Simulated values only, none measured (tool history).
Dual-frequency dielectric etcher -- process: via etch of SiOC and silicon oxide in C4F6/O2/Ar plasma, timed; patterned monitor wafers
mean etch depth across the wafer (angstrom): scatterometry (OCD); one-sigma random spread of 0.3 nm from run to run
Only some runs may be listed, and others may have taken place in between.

run    day  source power (kW)  bias power (kW)  etch time (s)  mean etch depth across the wafer (angstrom)
  1      0               0.29            0.227           44.5                                       490.54
  2  0.342               0.28            0.224           44.5                                       472.27
  3  0.396               0.28            0.223           44.5                                       472.62
  4  0.717               0.28            0.222           44.5                                       472.45
  5  0.875               0.28            0.221           44.5                                       476.98
  6  1.021               0.25            0.221           44.5                                       460.75
  7  1.212               0.25            0.219           44.5                                       457.57

Run 8, settings as shown, results not yet in. Your forecast:
  8  1.4               0.25            0.218           44.5                                            ?

{"run 8": {"mean etch depth across the wafer (angstrom)": 451.69}}
